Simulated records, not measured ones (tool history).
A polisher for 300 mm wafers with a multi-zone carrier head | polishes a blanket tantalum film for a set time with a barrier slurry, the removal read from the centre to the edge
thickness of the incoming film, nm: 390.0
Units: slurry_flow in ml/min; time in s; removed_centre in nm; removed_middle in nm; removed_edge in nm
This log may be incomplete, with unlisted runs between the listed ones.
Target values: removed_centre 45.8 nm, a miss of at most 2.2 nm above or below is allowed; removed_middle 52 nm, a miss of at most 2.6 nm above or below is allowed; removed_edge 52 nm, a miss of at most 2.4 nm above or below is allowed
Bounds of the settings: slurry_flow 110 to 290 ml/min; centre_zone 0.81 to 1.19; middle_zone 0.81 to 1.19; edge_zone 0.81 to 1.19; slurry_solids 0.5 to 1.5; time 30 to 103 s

run  hour  slurry_flow  centre_zone  middle_zone  edge_zone  slurry_solids  time  removed_centre  removed_middle  removed_edge
  1     0          185            1            1          1              1    66          73.472          78.314        80.815
  2   5.6          185            1            1       0.93              1    66          75.799          78.955        77.352
  3  10.3          180         0.96         0.98       0.92           0.85    61          64.001          67.056        65.778
  4  18.9          180         1.01         0.98       0.92           0.85    61          67.366          66.669        67.073
  5  26.9          180         1.01         0.98       0.86           0.85    61          66.455           66.22        66.011
  6  32.4          165         0.95         0.96       0.89           0.75    60          58.477          58.846        60.543
  7  35.6          155         0.91         0.97       0.88            0.7    60          53.149          56.507        60.266
  8    41          170         0.91         1.06       0.84            0.5    52          40.929          47.706        45.448
  9  49.3          175         0.91         1.05       0.88           0.55    52          43.969           49.48        46.742
 10  52.5          170          0.9         1.04       0.88            0.6    52          43.682          50.435        48.821
 11  54.9          170          0.9         1.04       0.88            0.6    52          43.131          52.574        49.778
 12  63.1          165          0.9         1.03       0.89            0.6    52          42.758          50.559        49.007
 13  69.4          165          0.9         1.02       0.89            0.6    52          42.715          49.742        48.653

Consider the 5 candidate settings below. Which is the only one whose results all fall within their allowed miss of target?
  A  75.7          235         1.05         1.08       0.86            0.5    50               ?               ?             ?
  B  75.7          170         0.89          1.1       0.89            0.7    52               ?               ?             ?
  C  75.7          220         0.97          1.1       0.89            0.7    44               ?               ?             ?
  D  75.7          215         1.05         1.09       0.84            0.5    50               ?               ?             ?
  E  75.7          205         0.88         0.98       0.91            0.9    45               ?               ?             ?

move  removed_centre  removed_middle  removed_edge
   A          50.675          50.547        46.818
   B          46.739          56.357        53.389
   C           46.36          50.879        47.275
   D          49.602          49.993        45.701
   E          45.934           50.45        52.542
A: takes the result that was furthest off past its target
B: brings the result that was furthest off to its target, and leaves another outside
C: brings the result that was furthest off to its target, and leaves another outside
D: takes the result that was furthest off past its target
E: all results in spec
So the answer is move E, the one that meets all the targets.

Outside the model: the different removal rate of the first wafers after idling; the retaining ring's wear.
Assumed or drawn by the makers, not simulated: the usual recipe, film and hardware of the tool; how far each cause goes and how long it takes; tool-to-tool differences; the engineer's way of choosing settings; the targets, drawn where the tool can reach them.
